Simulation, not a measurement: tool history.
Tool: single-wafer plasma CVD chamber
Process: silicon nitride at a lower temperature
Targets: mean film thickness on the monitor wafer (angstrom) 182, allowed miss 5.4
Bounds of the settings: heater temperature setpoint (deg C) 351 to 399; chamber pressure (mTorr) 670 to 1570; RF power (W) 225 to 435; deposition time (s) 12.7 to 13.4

run,hour,heater temperature setpoint (deg C),chamber pressure (mTorr),RF power (W),deposition time (s),mean film thickness on the monitor wafer (angstrom)
1,0,375,1120,330,13.4,151.02
2,7.5,375,1160,340,13.4,156.85
3,10.5,375,1160,375,13.4,163.8
4,11.9,375,1190,380,13.4,166.85
5,15.7,375,1190,380,13.4,168.34
6,21,375,1210,380,13.4,167.42
7,26.6,375,1230,385,13.4,172.17
8,29.3,375,1250,385,13.4,171.5
9,32.3,375,1270,385,13.4,171.8
10,40.6,375,1290,390,13.4,172.12
11,42.3,375,1300,395,13.4,175.41
12,48.9,375,1310,395,13.4,175.92

Which of these 5 next moves meets every target?
A,55.5,374,1380,395,13,?
B,55.5,372,1290,405,12.8,?
C,55.5,377,1420,365,13.2,?
D,55.5,372,1430,395,13.4,?
E,55.5,367,1410,435,13.4,?

move,mean film thickness on the monitor wafer (angstrom)
A,173.37
B,170.63
C,168.3
D,180.44
E,191.08
A: further off than the last run
B: further off than the last run
C: further off than the last run
D: meets every target
E: takes the result that was furthest off past its target
Move D is the one to make.
